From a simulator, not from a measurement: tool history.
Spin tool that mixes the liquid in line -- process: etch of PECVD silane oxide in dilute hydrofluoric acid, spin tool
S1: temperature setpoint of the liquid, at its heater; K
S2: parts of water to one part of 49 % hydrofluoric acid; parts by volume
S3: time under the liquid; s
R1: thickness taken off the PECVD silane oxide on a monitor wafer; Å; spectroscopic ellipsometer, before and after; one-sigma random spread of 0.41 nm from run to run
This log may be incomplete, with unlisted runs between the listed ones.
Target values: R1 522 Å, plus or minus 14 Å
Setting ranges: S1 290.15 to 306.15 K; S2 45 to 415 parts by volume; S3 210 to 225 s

run  hour      S1   S2   S3      R1
  1     0  298.15  230  210  281.85
  2     5  298.15  230  210  282.33
  3  12.9  298.15  185  210  362.53
  4  13.8  298.15  230  210  281.39
  5  19.5  300.15  210  210  336.69
  6  20.9  300.15  210  210   337.1
  7  29.2  301.65  195  210   386.5
  8    31  302.65  185  210  425.63
  9  38.1  303.65  180  210  469.15
 10  47.1  304.15  180  210  461.94
 11  54.1  304.65  175  210  499.93
 12  56.2  305.15  175  210  505.22

Which of these 5 next moves meets every target?
  A  58.3  306.15  195  225   ?
  B  58.3  305.15  180  210   ?
  C  58.3  304.65  175  210   ?
  D  58.3  304.15  175  225   ?
  E  58.3  305.65  185  210   ?

move      R1
   A  490.61
   B  489.06
   C  497.68
   D  524.04
   E  480.86
A: lands further from the targets than the last run did
B: lands further from the targets than the last run did
C: lands further from the targets than the last run did
D: in spec on every target
E: lands further from the targets than the last run did
Answer: D
